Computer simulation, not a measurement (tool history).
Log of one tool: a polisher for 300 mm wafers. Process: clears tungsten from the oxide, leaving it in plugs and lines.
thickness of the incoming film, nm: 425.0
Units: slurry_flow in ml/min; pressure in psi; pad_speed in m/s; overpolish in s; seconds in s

Run 1, hour 0.0: slurry_flow 275 ml/min, pressure 2.4 psi, pad_speed 1.02 m/s, slurry_solids 1.0, overpolish 12 s. Result: seconds 114.050 s.
Run 2, hour 6.7: slurry_flow 275 ml/min, pressure 1.8 psi, pad_speed 1.02 m/s, slurry_solids 1.0, overpolish 12 s. Result: seconds 151.950 s.
Run 3, hour 10.7: slurry_flow 275 ml/min, pressure 2.1 psi, pad_speed 1.02 m/s, slurry_solids 1.0, overpolish 12 s. Result: seconds 130.280 s.
Run 4, hour 12.4: slurry_flow 275 ml/min, pressure 2.3 psi, pad_speed 1.02 m/s, slurry_solids 1.0, overpolish 12 s. Result: seconds 119.410 s.
Run 5, hour 18.3: slurry_flow 275 ml/min, pressure 2.5 psi, pad_speed 1.02 m/s, slurry_solids 1.0, overpolish 12 s. Result: seconds 111.420 s.
Run 6, hour 22.6: slurry_flow 335 ml/min, pressure 2.5 psi, pad_speed 1.02 m/s, slurry_solids 1.0, overpolish 12 s. Result: seconds 106.130 s.
Run 7, hour 30.2: slurry_flow 335 ml/min, pressure 2.6 psi, pad_speed 1.02 m/s, slurry_solids 1.0, overpolish 12 s. Result: seconds 104.070 s.

Forecast run 8:
Run 8, hour 34.7: slurry_flow 335 ml/min, pressure 3.2 psi, pad_speed 1.04 m/s, slurry_solids 1.0, overpolish 12 s. Result: seconds ?.

Run 8 gave seconds 82.234 s.
